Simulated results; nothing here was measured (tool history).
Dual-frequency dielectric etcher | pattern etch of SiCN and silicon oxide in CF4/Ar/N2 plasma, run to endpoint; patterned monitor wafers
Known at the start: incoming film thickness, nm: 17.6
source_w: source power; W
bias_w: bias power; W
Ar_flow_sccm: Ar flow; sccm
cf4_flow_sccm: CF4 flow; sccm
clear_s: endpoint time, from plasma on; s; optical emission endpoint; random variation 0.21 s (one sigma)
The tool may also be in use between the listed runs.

run,hour,source_w,bias_w,Ar_flow_sccm,cf4_flow_sccm,clear_s
1,0,470,91,103,72,18.13
2,1.4,470,80,103,72,18.901
3,8.3,430,79,103,72,20.59
4,16.2,400,78,103,72,22.474
5,22.6,400,87,103,72,21.509
6,25.2,400,87,103,66,21.97

Forecast run 7:
7,27.9,380,87,103,66,?

clear_s: 22.941 s
